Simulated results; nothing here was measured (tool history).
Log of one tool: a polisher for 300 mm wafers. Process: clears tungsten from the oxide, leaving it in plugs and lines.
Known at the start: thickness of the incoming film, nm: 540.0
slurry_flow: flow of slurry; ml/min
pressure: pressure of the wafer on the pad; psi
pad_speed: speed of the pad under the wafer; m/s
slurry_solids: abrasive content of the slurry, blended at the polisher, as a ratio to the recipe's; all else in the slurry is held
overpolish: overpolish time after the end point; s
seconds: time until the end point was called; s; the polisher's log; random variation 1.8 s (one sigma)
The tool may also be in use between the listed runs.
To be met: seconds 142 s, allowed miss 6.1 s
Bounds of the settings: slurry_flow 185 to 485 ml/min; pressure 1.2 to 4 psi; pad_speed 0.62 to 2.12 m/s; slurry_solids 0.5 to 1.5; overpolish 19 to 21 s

run	hour	slurry_flow	pressure	pad_speed	slurry_solids	overpolish	seconds
1	0	310	2.6	1.36	1	19	126.29
2	7.7	310	2.5	1.36	1	19	126.25
3	9.1	310	2.5	1.36	1.15	19	123.36
4	15.7	310	2.5	1.6	1.15	19	107.04
# hour 22.2: worn pad replaced by a new one
5	22.2	310	2.5	1.86	1.15	19	85.474
6	25.2	310	2.5	1.86	1.15	21	86.69
7	31.3	310	2.1	1.84	1.15	21	98.105
8	33.1	310	1.8	1.8	1.15	21	109.85
9	35.8	310	1.8	1.8	1.15	21	109.77
10	44.6	310	1.6	1.76	1.15	21	120.73
11	50.1	310	1.5	1.74	1.15	21	125.28
12	56.3	310	1.4	1.72	1.15	21	131.65

Which of these 5 next moves meets every target?
A	62.5	185	1.6	1.88	1.15	19	?
B	62.5	325	1.4	1.78	1.3	20	?
C	62.5	285	1.4	2	1.05	21	?
D	62.5	295	1.2	1.84	1.05	20	?
E	62.5	300	1.4	1.76	1.15	21	?

move	seconds
A	118.29
B	125.26
C	120.5
D	140.02
E	130.53
A: further off than the last run
B: further off than the last run
C: further off than the last run
D: meets every target
E: further off than the last run
Move D is the one to make.

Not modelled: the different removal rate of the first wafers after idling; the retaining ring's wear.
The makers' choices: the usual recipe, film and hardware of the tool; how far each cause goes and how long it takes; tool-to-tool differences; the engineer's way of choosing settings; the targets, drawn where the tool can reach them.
